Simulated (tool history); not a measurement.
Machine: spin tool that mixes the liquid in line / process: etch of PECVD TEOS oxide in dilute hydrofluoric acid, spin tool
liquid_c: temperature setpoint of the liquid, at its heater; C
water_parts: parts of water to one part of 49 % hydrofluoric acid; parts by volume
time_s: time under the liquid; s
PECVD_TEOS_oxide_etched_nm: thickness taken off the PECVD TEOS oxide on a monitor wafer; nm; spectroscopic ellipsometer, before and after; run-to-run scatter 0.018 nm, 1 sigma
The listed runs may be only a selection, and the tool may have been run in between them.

{"run": 1, "hour": 0.0, "liquid_c": 25.0, "water_parts": 75, "time_s": 15, "PECVD_TEOS_oxide_etched_nm": 2.0113}
{"run": 2, "hour": 0.8, "liquid_c": 26.0, "water_parts": 70, "time_s": 15, "PECVD_TEOS_oxide_etched_nm": 2.2617}
{"run": 3, "hour": 8.9, "liquid_c": 26.0, "water_parts": 80, "time_s": 15, "PECVD_TEOS_oxide_etched_nm": 1.9539}
{"run": 4, "hour": 15.6, "liquid_c": 26.0, "water_parts": 80, "time_s": 15, "PECVD_TEOS_oxide_etched_nm": 1.9551}
{"run": 5, "hour": 16.6, "liquid_c": 23.5, "water_parts": 80, "time_s": 15, "PECVD_TEOS_oxide_etched_nm": 1.7615}
{"run": 6, "hour": 24.5, "liquid_c": 23.5, "water_parts": 110, "time_s": 15, "PECVD_TEOS_oxide_etched_nm": 1.2373}
{"run": 7, "hour": 30.6, "liquid_c": 27.5, "water_parts": 80, "time_s": 15, "PECVD_TEOS_oxide_etched_nm": 2.0909}
{"run": 8, "hour": 31.4, "liquid_c": 27.5, "water_parts": 80, "time_s": 15, "PECVD_TEOS_oxide_etched_nm": 2.0545}
{"run": 9, "hour": 35.4, "liquid_c": 31.5, "water_parts": 50, "time_s": 15, "PECVD_TEOS_oxide_etched_nm": 4.0572}
{"run": 10, "hour": 39.2, "liquid_c": 33.0, "water_parts": 50, "time_s": 15, "PECVD_TEOS_oxide_etched_nm": 4.2985}
{"run": 11, "hour": 42.6, "liquid_c": 33.0, "water_parts": 45, "time_s": 15, "PECVD_TEOS_oxide_etched_nm": 4.837}

Estimate the outcome of run 12 from the log above:
{"run": 12, "hour": 48.1, "liquid_c": 30.5, "water_parts": 45, "time_s": 15, "PECVD_TEOS_oxide_etched_nm": "?"}

{"run 12": {"PECVD_TEOS_oxide_etched_nm": 4.3662}}

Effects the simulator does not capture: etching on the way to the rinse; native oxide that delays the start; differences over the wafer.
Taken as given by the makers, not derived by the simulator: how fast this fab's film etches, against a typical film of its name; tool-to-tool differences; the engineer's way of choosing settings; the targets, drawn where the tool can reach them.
